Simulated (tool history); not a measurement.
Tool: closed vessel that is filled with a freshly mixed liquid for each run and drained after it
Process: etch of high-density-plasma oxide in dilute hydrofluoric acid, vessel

run,hour,temperature setpoint of the liquid (C),parts of water to one part of 49 % hydrofluoric acid (parts by volume),time in the liquid (s),thickness taken off the high-density-plasma oxide on a monitor wafer (angstrom)
1,0.0,26.0,150,280,102.25
2,0.8,27.0,150,280,106.35
3,1.9,23.5,150,280,94.51
4,4.8,26.5,150,280,105.29
5,8.2,28.5,150,280,113.39
6,15.0,29.0,150,280,114.12
7,22.7,29.5,150,280,118.89

The next listed run, before its measurement:
8,29.3,30.5,150,280,?

Run 8 gave thickness taken off the high-density-plasma oxide on a monitor wafer (angstrom) 120.32.

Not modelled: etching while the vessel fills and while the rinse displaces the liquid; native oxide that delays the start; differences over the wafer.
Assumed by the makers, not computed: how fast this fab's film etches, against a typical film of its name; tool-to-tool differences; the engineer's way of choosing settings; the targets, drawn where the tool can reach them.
